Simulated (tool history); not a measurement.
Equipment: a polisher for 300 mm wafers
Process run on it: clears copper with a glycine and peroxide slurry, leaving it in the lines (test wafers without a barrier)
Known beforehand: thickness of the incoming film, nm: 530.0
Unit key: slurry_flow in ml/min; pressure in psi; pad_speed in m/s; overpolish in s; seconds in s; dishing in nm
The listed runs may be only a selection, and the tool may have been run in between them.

run,day,slurry_flow,pressure,pad_speed,overpolish,seconds,dishing
1,0.000,220,2.5,1.26,27,78.243,86.287
2,0.100,220,2.6,1.26,28,75.271,91.566
3,0.238,220,2.3,1.26,28,82.196,87.581
4,0.304,220,2.4,1.26,29,80.449,92.637
5,0.654,220,2.5,1.26,30,76.968,93.349
6,0.717,220,2.5,1.10,30,86.431,86.574

Expected results for the next run?
7,1.033,220,2.5,1.10,30,?,?

seconds: 85.484 s
dishing: 87.571 nm
